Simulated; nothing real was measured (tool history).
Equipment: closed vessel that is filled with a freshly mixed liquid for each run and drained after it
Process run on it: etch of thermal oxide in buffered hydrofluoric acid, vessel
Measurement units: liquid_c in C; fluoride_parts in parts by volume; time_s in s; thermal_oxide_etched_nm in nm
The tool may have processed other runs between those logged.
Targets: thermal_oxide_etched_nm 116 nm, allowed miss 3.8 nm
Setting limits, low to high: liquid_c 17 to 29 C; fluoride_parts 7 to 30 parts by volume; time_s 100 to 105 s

Run 1, hour 0: liquid_c 21 C, fluoride_parts 19 parts by volume, time_s 100 s. Result: thermal_oxide_etched_nm 53.21 nm.
Run 2, hour 0.8: liquid_c 22 C, fluoride_parts 18 parts by volume, time_s 100 s. Result: thermal_oxide_etched_nm 59.77 nm.
Run 3, hour 9: liquid_c 22 C, fluoride_parts 15 parts by volume, time_s 100 s. Result: thermal_oxide_etched_nm 71.909 nm.
Run 4, hour 15: liquid_c 24.5 C, fluoride_parts 15 parts by volume, time_s 100 s. Result: thermal_oxide_etched_nm 82.729 nm.
Run 5, hour 22.1: liquid_c 25 C, fluoride_parts 15 parts by volume, time_s 100 s. Result: thermal_oxide_etched_nm 84.506 nm.
Run 6, hour 29.7: liquid_c 26.5 C, fluoride_parts 15 parts by volume, time_s 100 s. Result: thermal_oxide_etched_nm 92.605 nm.
Run 7, hour 36: liquid_c 27 C, fluoride_parts 15 parts by volume, time_s 100 s. Result: thermal_oxide_etched_nm 94.698 nm.
Run 8, hour 40.8: liquid_c 27 C, fluoride_parts 15 parts by volume, time_s 100 s. Result: thermal_oxide_etched_nm 96.101 nm.
Run 9, hour 46.6: liquid_c 27.5 C, fluoride_parts 15 parts by volume, time_s 100 s. Result: thermal_oxide_etched_nm 96.236 nm.
Run 10, hour 47.1: liquid_c 27.5 C, fluoride_parts 14.5 parts by volume, time_s 100 s. Result: thermal_oxide_etched_nm 98.878 nm.
Run 11, hour 48.6: liquid_c 29 C, fluoride_parts 12.5 parts by volume, time_s 100 s. Result: thermal_oxide_etched_nm 124.17 nm.
Run 12, hour 56.5: liquid_c 28.5 C, fluoride_parts 12.5 parts by volume, time_s 100 s. Result: thermal_oxide_etched_nm 124.62 nm.

Of the 5 settings listed for the next run, only one would bring every result within its allowed miss of target. Which one?
Run A, hour 64.4: liquid_c 29 C, fluoride_parts 11.5 parts by volume, time_s 100 s. Result: thermal_oxide_etched_nm ?.
Run B, hour 64.4: liquid_c 25 C, fluoride_parts 11.5 parts by volume, time_s 105 s. Result: thermal_oxide_etched_nm ?.
Run C, hour 64.4: liquid_c 28 C, fluoride_parts 11 parts by volume, time_s 100 s. Result: thermal_oxide_etched_nm ?.
Run D, hour 64.4: liquid_c 28.5 C, fluoride_parts 12 parts by volume, time_s 100 s. Result: thermal_oxide_etched_nm ?.
Run E, hour 64.4: liquid_c 29 C, fluoride_parts 12.5 parts by volume, time_s 105 s. Result: thermal_oxide_etched_nm ?.

move  thermal_oxide_etched_nm
   A                   139.11
   B                   117.92
   C                   137.77
   D                   129.97
   E                   134.65
A: misses by more than the last run did
B: all results land within tolerance of their targets
C: misses by more than the last run did
D: misses by more than the last run did
E: misses by more than the last run did
Move B is the one to make.
